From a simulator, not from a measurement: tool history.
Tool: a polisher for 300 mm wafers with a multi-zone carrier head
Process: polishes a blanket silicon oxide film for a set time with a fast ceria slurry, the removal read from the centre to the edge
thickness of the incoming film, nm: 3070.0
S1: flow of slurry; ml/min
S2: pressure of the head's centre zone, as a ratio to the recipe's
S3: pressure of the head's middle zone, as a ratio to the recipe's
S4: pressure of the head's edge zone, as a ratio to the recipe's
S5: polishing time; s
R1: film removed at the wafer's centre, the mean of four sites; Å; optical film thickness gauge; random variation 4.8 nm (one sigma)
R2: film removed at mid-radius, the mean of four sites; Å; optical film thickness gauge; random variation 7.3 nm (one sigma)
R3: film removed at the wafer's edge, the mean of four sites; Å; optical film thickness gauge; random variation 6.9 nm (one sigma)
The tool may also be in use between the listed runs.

run 1 hour=0 | S1=300 S2=1 S3=1 S4=1 S5=73 | R1=8177.1 R2=8126.5 R3=8077.9
run 2 hour=7.5 | S1=300 S2=1 S3=1 S4=1.04 S5=73 | R1=8236.8 R2=7930 R3=8272.5
run 3 hour=14.5 | S1=295 S2=0.98 S3=0.99 S4=1.02 S5=72 | R1=7946 R2=7749.8 R3=8113
run 4 hour=20.6 | S1=290 S2=0.97 S3=0.99 S4=1 S5=71 | R1=7748.3 R2=7834.7 R3=7737.1
run 5 hour=22.3 | S1=290 S2=0.92 S3=0.99 S4=1 S5=71 | R1=7372.4 R2=7656.8 R3=7805.5
run 6 hour=26.4 | S1=285 S2=0.91 S3=0.99 S4=0.99 S5=71 | R1=7149.6 R2=7656.4 R3=7778.2
run 7 hour=31.2 | S1=280 S2=0.91 S3=0.99 S4=0.98 S5=71 | R1=7210.8 R2=7667.2 R3=7597.3

Forecast run 8:
run 8 hour=36.8 | S1=270 S2=0.91 S3=0.99 S4=0.98 S5=71 | R1=? R2=? R3=?

R1: 7188.5 Å
R2: 7724.8 Å
R3: 7584.7 Å

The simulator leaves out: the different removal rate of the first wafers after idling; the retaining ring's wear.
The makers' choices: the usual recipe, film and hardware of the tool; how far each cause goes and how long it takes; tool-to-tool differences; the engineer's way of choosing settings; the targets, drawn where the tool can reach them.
